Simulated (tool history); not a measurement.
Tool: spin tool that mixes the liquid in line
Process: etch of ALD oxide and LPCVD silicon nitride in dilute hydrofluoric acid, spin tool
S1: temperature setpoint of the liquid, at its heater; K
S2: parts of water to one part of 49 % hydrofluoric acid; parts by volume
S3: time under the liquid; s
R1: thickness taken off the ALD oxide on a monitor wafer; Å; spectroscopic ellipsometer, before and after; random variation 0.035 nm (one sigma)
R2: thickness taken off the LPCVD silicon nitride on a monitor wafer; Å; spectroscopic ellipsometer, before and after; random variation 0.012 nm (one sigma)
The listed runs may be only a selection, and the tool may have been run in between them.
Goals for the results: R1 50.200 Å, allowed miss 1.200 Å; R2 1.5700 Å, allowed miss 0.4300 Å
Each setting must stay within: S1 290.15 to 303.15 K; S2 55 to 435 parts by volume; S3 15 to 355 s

run 1 hour=0.0 | S1=295.15 S2=245 S3=180 | R1=98.150 R2=3.6256
run 2 hour=0.6 | S1=294.15 S2=260 S3=180 | R1=87.777 R2=3.2285
run 3 hour=6.0 | S1=294.15 S2=260 S3=210 | R1=103.390 R2=4.4851
run 4 hour=11.5 | S1=294.15 S2=260 S3=240 | R1=116.860 R2=4.4296
run 5 hour=18.7 | S1=292.15 S2=260 S3=240 | R1=109.050 R2=3.7074
run 6 hour=23.4 | S1=294.15 S2=260 S3=240 | R1=119.110 R2=4.2187
run 7 hour=29.2 | S1=293.65 S2=285 S3=240 | R1=102.820 R2=4.2803
run 8 hour=32.9 | S1=293.15 S2=300 S3=235 | R1=92.013 R2=2.9088
run 9 hour=39.3 | S1=296.15 S2=395 S3=230 | R1=70.228 R2=2.8106
run 10 hour=42.2 | S1=295.15 S2=395 S3=230 | R1=67.937 R2=2.8188
run 11 hour=44.2 | S1=294.15 S2=400 S3=230 | R1=63.747 R2=3.0198
run 12 hour=51.9 | S1=293.65 S2=405 S3=230 | R1=62.017 R2=2.6108

Below are 4 possible settings for the next run. Only one of them brings all results inside the allowed miss of their targets. Which is it?
run A hour=59.6 | S1=290.15 S2=215 S3=95 | R1=? R2=?
run B hour=59.6 | S1=292.15 S2=350 S3=230 | R1=? R2=?
run C hour=59.6 | S1=294.65 S2=395 S3=190 | R1=? R2=?
run D hour=59.6 | S1=301.65 S2=435 S3=175 | R1=? R2=?

move=A R1=50.404 R2=1.6135
move=B R1=71.905 R2=2.7922
move=C R1=55.303 R2=2.3965
move=D R1=55.877 R2=3.0145
A: every result within its allowed miss
B: further off than the last run
C: closes in on the targets versus the last run, not all within tolerance yet
D: closes in on the targets versus the last run, not all within tolerance yet
A meets every target.
